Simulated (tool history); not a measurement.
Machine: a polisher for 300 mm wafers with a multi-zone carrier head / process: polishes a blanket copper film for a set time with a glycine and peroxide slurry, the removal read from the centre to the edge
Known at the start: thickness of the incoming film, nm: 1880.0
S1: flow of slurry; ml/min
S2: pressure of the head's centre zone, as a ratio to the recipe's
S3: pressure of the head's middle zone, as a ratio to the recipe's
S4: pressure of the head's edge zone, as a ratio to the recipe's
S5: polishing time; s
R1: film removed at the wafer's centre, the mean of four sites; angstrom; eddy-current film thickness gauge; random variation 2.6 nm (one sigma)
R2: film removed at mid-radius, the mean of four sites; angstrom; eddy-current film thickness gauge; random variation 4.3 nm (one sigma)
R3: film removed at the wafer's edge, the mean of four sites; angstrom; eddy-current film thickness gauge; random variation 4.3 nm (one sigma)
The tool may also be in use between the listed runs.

Run 1, day 0.000: S1 230 ml/min, S2 1.00, S3 1.00, S4 1.00, S5 71 s. Result: R1 3704.0 angstrom, R2 3801.6 angstrom, R3 3725.5 angstrom.
Run 2, day 0.371: S1 230 ml/min, S2 1.00, S3 1.04, S4 1.00, S5 71 s. Result: R1 3753.9 angstrom, R2 3934.9 angstrom, R3 3811.3 angstrom.
Run 3, day 0.642: S1 230 ml/min, S2 1.00, S3 1.04, S4 0.92, S5 71 s. Result: R1 3698.1 angstrom, R2 3916.6 angstrom, R3 3776.3 angstrom.
Run 4, day 0.750: S1 230 ml/min, S2 1.00, S3 1.04, S4 0.92, S5 83 s. Result: R1 4374.3 angstrom, R2 4673.4 angstrom, R3 4289.1 angstrom.
Run 5, day 0.800: S1 230 ml/min, S2 1.00, S3 1.04, S4 0.97, S5 83 s. Result: R1 4426.7 angstrom, R2 4499.3 angstrom, R3 4267.6 angstrom.
Run 6, day 1.083: S1 230 ml/min, S2 1.00, S3 1.09, S4 0.97, S5 83 s. Result: R1 4282.7 angstrom, R2 4683.2 angstrom, R3 4439.7 angstrom.
Run 7, day 1.188: S1 225 ml/min, S2 0.97, S3 1.04, S4 0.94, S5 77 s. Result: R1 3847.7 angstrom, R2 4289.5 angstrom, R3 3980.3 angstrom.

For run 8, what comes out?
Run 8, day 1.238: S1 205 ml/min, S2 0.93, S3 0.94, S4 0.92, S5 57 s. Result: R1 ?, R2 ?, R3 ?.

R1: 2776.2 angstrom
R2: 2827.4 angstrom
R3: 2924.4 angstrom

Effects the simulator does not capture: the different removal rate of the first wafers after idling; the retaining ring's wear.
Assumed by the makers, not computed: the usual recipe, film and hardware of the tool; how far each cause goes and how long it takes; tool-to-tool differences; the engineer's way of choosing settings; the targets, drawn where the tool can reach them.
